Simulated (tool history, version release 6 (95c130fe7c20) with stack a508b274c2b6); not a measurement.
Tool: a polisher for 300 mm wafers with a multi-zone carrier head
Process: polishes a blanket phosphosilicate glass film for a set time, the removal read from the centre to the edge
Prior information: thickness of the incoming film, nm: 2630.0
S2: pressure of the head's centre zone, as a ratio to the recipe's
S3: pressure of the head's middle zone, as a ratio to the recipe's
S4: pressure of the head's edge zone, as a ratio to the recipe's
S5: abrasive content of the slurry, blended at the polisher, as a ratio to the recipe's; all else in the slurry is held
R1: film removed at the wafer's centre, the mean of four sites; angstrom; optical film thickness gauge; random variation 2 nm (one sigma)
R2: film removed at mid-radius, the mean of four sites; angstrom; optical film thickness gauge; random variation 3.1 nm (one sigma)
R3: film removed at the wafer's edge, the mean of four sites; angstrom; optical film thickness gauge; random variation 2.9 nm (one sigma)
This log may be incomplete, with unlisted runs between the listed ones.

run 1 hour=0.0 | flow_of_slurry_(ml/min)=210 S2=1.00 S3=1.00 S4=1.00 S5=1.00 polishing_time_(s)=56 | R1=5152.2 R2=5174.7 R3=5190.0
run 2 hour=3.7 | flow_of_slurry_(ml/min)=205 S2=0.99 S3=0.97 S4=0.99 S5=0.90 polishing_time_(s)=54 | R1=4650.6 R2=4682.7 R3=4731.7
run 3 hour=8.2 | flow_of_slurry_(ml/min)=205 S2=0.99 S3=0.92 S4=0.99 S5=0.90 polishing_time_(s)=54 | R1=4745.2 R2=4461.3 R3=4829.1
run 4 hour=11.6 | flow_of_slurry_(ml/min)=200 S2=0.98 S3=0.90 S4=0.98 S5=0.85 polishing_time_(s)=52 | R1=4374.8 R2=4186.7 R3=4451.3
run 5 hour=20.5 | flow_of_slurry_(ml/min)=195 S2=0.98 S3=0.89 S4=0.99 S5=0.80 polishing_time_(s)=50 | R1=4138.0 R2=3840.6 R3=4240.7
run 6 hour=24.0 | flow_of_slurry_(ml/min)=195 S2=0.98 S3=0.89 S4=0.99 S5=0.80 polishing_time_(s)=58 | R1=4693.9 R2=4572.5 R3=4959.2

Estimate the outcome of run 7 from the log above:
run 7 hour=28.1 | flow_of_slurry_(ml/min)=195 S2=0.98 S3=0.88 S4=0.99 S5=0.75 polishing_time_(s)=55 | R1=? R2=? R3=?

Logged for run 7: R1 4418.1 angstrom, R2 4096.0 angstrom, R3 4555.7 angstrom.
